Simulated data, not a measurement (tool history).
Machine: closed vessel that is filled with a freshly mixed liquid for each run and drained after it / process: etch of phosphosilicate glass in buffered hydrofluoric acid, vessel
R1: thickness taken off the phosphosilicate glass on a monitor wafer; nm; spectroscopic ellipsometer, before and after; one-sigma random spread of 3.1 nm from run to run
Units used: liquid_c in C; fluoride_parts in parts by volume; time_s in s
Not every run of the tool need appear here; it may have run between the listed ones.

run 1 hour=0 | liquid_c=21 fluoride_parts=17 time_s=90 | R1=298.97
run 2 hour=7.5 | liquid_c=19 fluoride_parts=17 time_s=90 | R1=266
run 3 hour=15.7 | liquid_c=19 fluoride_parts=17 time_s=90 | R1=266.5
run 4 hour=21.3 | liquid_c=20 fluoride_parts=16.5 time_s=90 | R1=288.42
run 5 hour=26.7 | liquid_c=21 fluoride_parts=16 time_s=90 | R1=317.14
run 6 hour=35.3 | liquid_c=21 fluoride_parts=16 time_s=100 | R1=354.48
run 7 hour=40.9 | liquid_c=22 fluoride_parts=15.5 time_s=100 | R1=388.02

Forecast run 8:
run 8 hour=44.8 | liquid_c=23 fluoride_parts=15.5 time_s=100 | R1=?

Run 8 produced R1 405.86 nm.

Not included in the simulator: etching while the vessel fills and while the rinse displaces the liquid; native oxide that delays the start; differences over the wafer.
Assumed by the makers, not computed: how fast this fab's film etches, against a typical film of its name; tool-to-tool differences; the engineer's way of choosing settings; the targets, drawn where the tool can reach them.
